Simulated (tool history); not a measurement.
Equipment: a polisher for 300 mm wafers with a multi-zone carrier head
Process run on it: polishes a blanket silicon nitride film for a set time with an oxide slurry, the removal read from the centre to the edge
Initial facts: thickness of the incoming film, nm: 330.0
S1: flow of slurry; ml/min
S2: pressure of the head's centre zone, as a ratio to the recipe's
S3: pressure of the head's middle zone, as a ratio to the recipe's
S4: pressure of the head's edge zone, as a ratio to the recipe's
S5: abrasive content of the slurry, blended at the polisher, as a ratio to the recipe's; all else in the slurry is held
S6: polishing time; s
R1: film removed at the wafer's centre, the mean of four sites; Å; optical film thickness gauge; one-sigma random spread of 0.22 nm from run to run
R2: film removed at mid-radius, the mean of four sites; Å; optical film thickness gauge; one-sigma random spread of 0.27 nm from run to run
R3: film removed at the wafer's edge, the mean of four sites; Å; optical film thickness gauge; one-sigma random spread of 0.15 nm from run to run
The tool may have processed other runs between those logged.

run  hour   S1    S2    S3    S4    S5  S6      R1      R2      R3
  1     0  250     1     1     1     1  86  504.71  489.35  516.55
  2   5.3  240  0.98  0.97  0.95  0.85  70  362.75  352.19  379.33
  3     9  235  0.98  0.96  0.91  0.75  62  299.92  281.81  306.05
  4  10.3  230  0.97  0.96  0.88  0.65  60  258.91  245.67  258.53
  5  11.1  215  0.95  0.94  0.86  0.65  60  247.38  249.37   257.9
  6  12.5  220  0.95  0.92  0.85   0.6  60  231.12  224.62  238.26
  7  13.5  220  0.95  0.91  0.84   0.6  60  238.21  223.72  238.22
  8  19.2  210  0.94   0.9  0.83   0.6  60  228.23  226.46  236.84
  9  23.9  210  0.94  0.89  0.82   0.6  60  231.24  221.09  236.85
 10    31  190  0.94  0.89  0.81   0.5  59  188.63  178.78  197.05
 11  35.3  210  0.94  0.89  0.82   0.5  59  195.32  180.19  199.21

What does the tool deliver on the next run?
 12  38.6  240  0.93  0.91  0.84  0.5  59   ?   ?   ?

Run 12 came out at R1 193.33 Å, R2 189.08 Å, R3 201.91 Å.

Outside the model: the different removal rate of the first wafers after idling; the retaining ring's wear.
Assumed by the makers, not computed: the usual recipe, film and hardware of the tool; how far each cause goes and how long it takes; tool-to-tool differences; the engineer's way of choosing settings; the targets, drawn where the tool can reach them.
